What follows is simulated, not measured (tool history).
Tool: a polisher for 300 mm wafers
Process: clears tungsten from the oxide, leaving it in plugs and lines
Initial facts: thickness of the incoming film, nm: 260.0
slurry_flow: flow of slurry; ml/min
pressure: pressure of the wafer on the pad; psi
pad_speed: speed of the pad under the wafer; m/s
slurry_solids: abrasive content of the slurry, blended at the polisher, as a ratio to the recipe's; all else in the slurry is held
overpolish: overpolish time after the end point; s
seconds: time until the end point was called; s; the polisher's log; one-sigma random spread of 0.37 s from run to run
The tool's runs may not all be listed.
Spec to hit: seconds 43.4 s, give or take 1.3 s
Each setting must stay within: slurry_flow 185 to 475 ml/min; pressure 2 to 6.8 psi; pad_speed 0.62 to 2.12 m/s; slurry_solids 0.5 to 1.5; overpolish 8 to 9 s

run	day	slurry_flow	pressure	pad_speed	slurry_solids	overpolish	seconds
1	0	305	4.4	1.36	1	9	33.324
2	0.283	305	4.2	1.36	1	9	35.289
3	0.642	305	4.2	1.36	1	9	34.693
4	0.675	305	4.1	1.36	1	9	35.077
5	0.854	305	4.1	1.68	1	9	29.491
6	1.129	305	4.1	1.82	1	9	27.365
7	1.425	305	3.8	1.82	1	9	29.132
8	1.483	300	2.6	1.8	1	9	38.442

Exercise: of the 5 proposed moves below, exactly one satisfies all targets within the stated allowed misses. Which move is it?
A	1.542	185	2.6	1.92	0.9	9	?
B	1.542	280	2.2	1.58	1.2	8	?
C	1.542	450	2.3	1.6	0.85	9	?
D	1.542	350	2.4	1.56	0.85	8	?
E	1.542	340	2	1.94	0.9	8	?

move	seconds
A	39.741
B	46.402
C	47.285
D	47.817
E	43.734
A: an improvement on the last run, though not all results are within tolerance
B: takes the result that was furthest off past its target
C: takes the result that was furthest off past its target
D: takes the result that was furthest off past its target
E: hits every target within its allowed miss
E meets every target.

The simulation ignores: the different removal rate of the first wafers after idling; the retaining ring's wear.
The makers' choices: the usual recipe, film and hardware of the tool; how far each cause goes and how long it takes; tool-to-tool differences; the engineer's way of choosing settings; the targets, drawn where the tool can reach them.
